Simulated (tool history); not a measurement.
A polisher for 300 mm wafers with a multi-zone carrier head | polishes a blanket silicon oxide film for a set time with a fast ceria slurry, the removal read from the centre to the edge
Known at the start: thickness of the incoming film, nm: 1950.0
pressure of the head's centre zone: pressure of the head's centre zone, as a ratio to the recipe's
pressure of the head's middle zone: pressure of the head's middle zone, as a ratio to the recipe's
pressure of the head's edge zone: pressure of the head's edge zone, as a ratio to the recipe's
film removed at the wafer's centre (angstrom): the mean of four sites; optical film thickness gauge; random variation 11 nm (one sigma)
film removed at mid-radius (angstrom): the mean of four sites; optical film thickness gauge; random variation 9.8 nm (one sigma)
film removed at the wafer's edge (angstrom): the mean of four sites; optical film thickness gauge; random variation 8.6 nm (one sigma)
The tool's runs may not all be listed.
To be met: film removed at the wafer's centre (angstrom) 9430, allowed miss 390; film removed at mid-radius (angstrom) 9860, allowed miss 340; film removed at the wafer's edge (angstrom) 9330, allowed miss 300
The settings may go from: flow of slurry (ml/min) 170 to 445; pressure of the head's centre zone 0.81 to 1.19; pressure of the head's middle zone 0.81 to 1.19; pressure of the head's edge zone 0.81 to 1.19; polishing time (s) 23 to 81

run	day	flow of slurry (ml/min)	pressure of the head's centre zone	pressure of the head's middle zone	pressure of the head's edge zone	polishing time (s)	film removed at the wafer's centre (angstrom)	film removed at mid-radius (angstrom)	film removed at the wafer's edge (angstrom)
1	0	285	1	1	1	52	7284.3	7335.6	7256
2	0.158	290	1.01	1.02	1.02	54	7534.7	7794	7805.8
3	0.362	290	1.01	1.02	1.02	43	6100	6183.6	6125.1
4	0.738	290	1.06	1.02	1.02	43	6286.8	6179.7	6201.3
5	1.075	290	1.14	1.02	1.02	43	6842.5	6197.3	6244.8
6	1.254	295	1.14	1.05	1.04	46	7315.8	6766.8	6656.4
7	1.588	300	1.13	1.07	1.06	49	7701.3	7256.1	7063.5
8	1.925	300	1.12	1.08	1.07	52	8094.8	7690.3	7630.1
9	1.992	305	1.11	1.1	1.08	54	8429.4	8384.7	8003.7
10	2.292	310	1.11	1.11	1.1	55	8750.2	8563.4	8180.2

5 next moves are on the table. One of them brings every result within its allowed miss. Which?
A	2.592	230	1.1	1.15	1.09	59	?	?	?
B	2.592	330	0.99	1.19	1.05	59	?	?	?
C	2.592	245	1.03	0.95	1.19	67	?	?	?
D	2.592	220	1.03	1.07	0.99	68	?	?	?
E	2.592	195	1.04	0.96	1.19	69	?	?	?

move	film removed at the wafer's centre (angstrom)	film removed at mid-radius (angstrom)	film removed at the wafer's edge (angstrom)
A	8982.8	9087.2	8659.5
B	8465.9	9767.1	8770.7
C	9626.2	8851	10383
D	9614.3	9786.8	9482.8
E	9631.6	8882.3	10418
A: nearer than the last run, and not there yet
B: nearer than the last run, and not there yet
C: takes the result that was furthest off past its target
D: meets every target
E: takes the result that was furthest off past its target
Answer: D
